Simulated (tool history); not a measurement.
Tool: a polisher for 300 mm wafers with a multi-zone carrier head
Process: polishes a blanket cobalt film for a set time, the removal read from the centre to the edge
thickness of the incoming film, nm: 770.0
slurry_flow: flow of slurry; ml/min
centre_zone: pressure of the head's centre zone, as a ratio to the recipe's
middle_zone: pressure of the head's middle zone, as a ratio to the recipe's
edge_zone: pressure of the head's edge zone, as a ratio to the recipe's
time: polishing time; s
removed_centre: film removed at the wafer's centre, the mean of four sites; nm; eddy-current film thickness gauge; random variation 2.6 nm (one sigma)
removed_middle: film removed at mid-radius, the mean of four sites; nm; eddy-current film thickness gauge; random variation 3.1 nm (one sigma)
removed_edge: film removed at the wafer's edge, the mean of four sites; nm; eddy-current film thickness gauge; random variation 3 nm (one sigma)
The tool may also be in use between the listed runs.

{"run": 1, "hour": 0.0, "slurry_flow": 315, "centre_zone": 1.0, "middle_zone": 1.0, "edge_zone": 1.0, "time": 56, "removed_centre": 212.81, "removed_middle": 213.89, "removed_edge": 215.08}
{"run": 2, "hour": 4.0, "slurry_flow": 315, "centre_zone": 1.0, "middle_zone": 1.0, "edge_zone": 1.0, "time": 49, "removed_centre": 184.6, "removed_middle": 186.87, "removed_edge": 186.59}
{"run": 3, "hour": 4.5, "slurry_flow": 320, "centre_zone": 1.04, "middle_zone": 1.01, "edge_zone": 1.04, "time": 54, "removed_centre": 213.67, "removed_middle": 207.1, "removed_edge": 210.31}
{"run": 4, "hour": 11.8, "slurry_flow": 245, "centre_zone": 1.04, "middle_zone": 1.01, "edge_zone": 1.04, "time": 54, "removed_centre": 207.0, "removed_middle": 202.62, "removed_edge": 209.84}
{"run": 5, "hour": 14.5, "slurry_flow": 245, "centre_zone": 1.04, "middle_zone": 0.92, "edge_zone": 1.04, "time": 54, "removed_centre": 202.75, "removed_middle": 190.54, "removed_edge": 203.5}
{"run": 6, "hour": 16.3, "slurry_flow": 245, "centre_zone": 1.04, "middle_zone": 0.92, "edge_zone": 1.1, "time": 54, "removed_centre": 204.99, "removed_middle": 186.46, "removed_edge": 215.11}
{"run": 7, "hour": 25.2, "slurry_flow": 255, "centre_zone": 1.08, "middle_zone": 0.99, "edge_zone": 1.11, "time": 57, "removed_centre": 228.01, "removed_middle": 212.2, "removed_edge": 226.36}

Forecast run 8:
{"run": 8, "hour": 30.6, "slurry_flow": 260, "centre_zone": 1.1, "middle_zone": 1.0, "edge_zone": 1.13, "time": 60, "removed_centre": "?", "removed_middle": "?", "removed_edge": "?"}

{"run 8": {"removed_centre": 242.99, "removed_middle": 224.38, "removed_edge": 235.87}}

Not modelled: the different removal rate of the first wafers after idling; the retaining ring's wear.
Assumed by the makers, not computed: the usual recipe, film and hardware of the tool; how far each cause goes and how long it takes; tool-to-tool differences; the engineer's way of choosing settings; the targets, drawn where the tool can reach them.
